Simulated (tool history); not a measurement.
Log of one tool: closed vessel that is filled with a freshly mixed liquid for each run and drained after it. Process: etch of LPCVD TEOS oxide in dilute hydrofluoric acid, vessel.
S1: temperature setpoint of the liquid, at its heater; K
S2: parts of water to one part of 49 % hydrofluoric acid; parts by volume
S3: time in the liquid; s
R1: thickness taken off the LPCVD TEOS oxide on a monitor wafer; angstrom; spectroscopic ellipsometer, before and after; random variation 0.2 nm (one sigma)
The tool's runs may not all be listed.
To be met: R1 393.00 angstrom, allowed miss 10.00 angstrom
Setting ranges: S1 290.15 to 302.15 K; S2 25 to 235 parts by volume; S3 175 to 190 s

| run | hour | S1 | S2 | S3 | R1 |
|---|---|---|---|---|---|
| 1 | 0.0 | 294.15 | 130 | 175 | 272.19 |
| 2 | 4.8 | 296.15 | 130 | 175 | 291.46 |
| 3 | 11.6 | 297.65 | 125 | 175 | 326.88 |
| 4 | 15.8 | 295.65 | 125 | 175 | 303.85 |
| 5 | 16.7 | 297.65 | 125 | 175 | 322.91 |
| 6 | 22.9 | 297.65 | 90 | 175 | 467.26 |
| 7 | 28.9 | 296.65 | 90 | 175 | 448.49 |
| 8 | 31.6 | 295.65 | 90 | 175 | 435.68 |
| 9 | 33.9 | 295.15 | 90 | 175 | 422.86 |
| 10 | 41.6 | 294.65 | 90 | 175 | 415.88 |
| 11 | 50.5 | 294.15 | 90 | 175 | 407.10 |

Below are 4 possible settings for the next run. Only one of them brings all results inside the allowed miss of their targets. Which is it?
| A | 59.4 | 301.15 | 120 | 190 | ? |
| B | 59.4 | 295.15 | 100 | 180 | ? |
| C | 59.4 | 294.15 | 100 | 175 | ? |
| D | 59.4 | 295.65 | 105 | 175 | ? |

| move | R1 |
|---|---|
| A | 422.02 |
| B | 389.29 |
| C | 363.44 |
| D | 365.61 |
A: misses by more than the last run did
B: all results in spec
C: carries the result that was furthest off beyond its target, to the other side
D: carries the result that was furthest off beyond its target, to the other side
Correct choice: B, which meets every target
